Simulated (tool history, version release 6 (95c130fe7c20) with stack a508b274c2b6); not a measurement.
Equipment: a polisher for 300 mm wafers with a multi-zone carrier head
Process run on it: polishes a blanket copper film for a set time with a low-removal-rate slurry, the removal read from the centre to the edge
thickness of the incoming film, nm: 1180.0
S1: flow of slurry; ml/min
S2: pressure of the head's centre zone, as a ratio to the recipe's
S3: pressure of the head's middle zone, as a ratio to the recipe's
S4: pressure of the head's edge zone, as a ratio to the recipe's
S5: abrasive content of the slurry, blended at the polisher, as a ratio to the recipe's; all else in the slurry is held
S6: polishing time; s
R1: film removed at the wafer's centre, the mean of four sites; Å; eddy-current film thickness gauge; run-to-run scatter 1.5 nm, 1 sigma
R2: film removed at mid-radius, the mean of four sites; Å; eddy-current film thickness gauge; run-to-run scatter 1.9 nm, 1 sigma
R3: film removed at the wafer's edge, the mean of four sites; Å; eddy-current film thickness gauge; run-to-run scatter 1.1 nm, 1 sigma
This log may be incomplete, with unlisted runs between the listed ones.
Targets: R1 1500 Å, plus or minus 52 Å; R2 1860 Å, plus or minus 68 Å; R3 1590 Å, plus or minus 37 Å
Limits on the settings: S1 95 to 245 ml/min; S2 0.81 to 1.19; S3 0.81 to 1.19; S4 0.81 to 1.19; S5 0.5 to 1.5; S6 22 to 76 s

run    day   S1    S2    S3    S4    S5  S6      R1      R2      R3
  1      0  155     1     1     1     1  49  1225.1  1250.5  1245.5
  2  0.158  155     1  0.97     1     1  49  1267.7  1256.7  1281.8
  3  0.371  155     1  0.97     1  0.95  49  1222.3  1208.6  1241.5
  4  0.417  155     1  0.97     1     1  49  1250.5  1247.8  1273.1
  5  0.742  155     1  0.97     1     1  41    1037  1033.8  1058.6
  6   1.05  175  0.99  1.03  1.02  1.15  44  1174.9  1223.3  1198.6
  7  1.121  185  0.97  1.08  1.03  1.25  46  1249.2    1393  1297.9
  8  1.396  195  0.96  1.11  1.05   1.3  47  1277.9  1417.1  1367.6
  9  1.754  195  0.95  1.13  1.03  1.35  49  1313.2  1553.9    1420
 10  1.775  200  0.95  1.15  1.02   1.4  50  1369.6  1626.2  1448.4
 11  1.825  205  0.95  1.16  1.02  1.45  51  1424.6  1693.7  1499.9
 12  1.921  210  0.94  1.17  1.02  1.45  52  1446.9  1717.2  1515.9
 13  2.042  205  0.94  1.18  1.01  1.45  53    1468  1774.2  1541.4
 14    2.2  210  0.93  1.18  1.01  1.45  53  1443.2  1786.8  1551.8

Below are 4 possible settings for the next run. Only one of them brings all results inside the allowed miss of their targets. Which is it?
  A  2.358  235  0.93  1.19     1   1.5  54   ?   ?   ?
  B  2.358  220  0.93  1.18  1.01  1.45  51   ?   ?   ?
  C  2.358  165  1.04  1.18  1.05   1.5  50   ?   ?   ?
  D  2.358  235  0.86  1.19  1.11   1.5  51   ?   ?   ?

move      R1      R2      R3
   A  1530.5  1853.7  1619.8
   B  1420.1  1710.4  1514.9
   C  1492.3  1613.9  1474.1
   D  1335.8  1751.1  1607.7
A: all results land within tolerance of their targets
B: moves away from the targets compared with the last run
C: gets the furthest-off result to its target, but another result is out of tolerance
D: moves away from the targets compared with the last run
A meets every target.
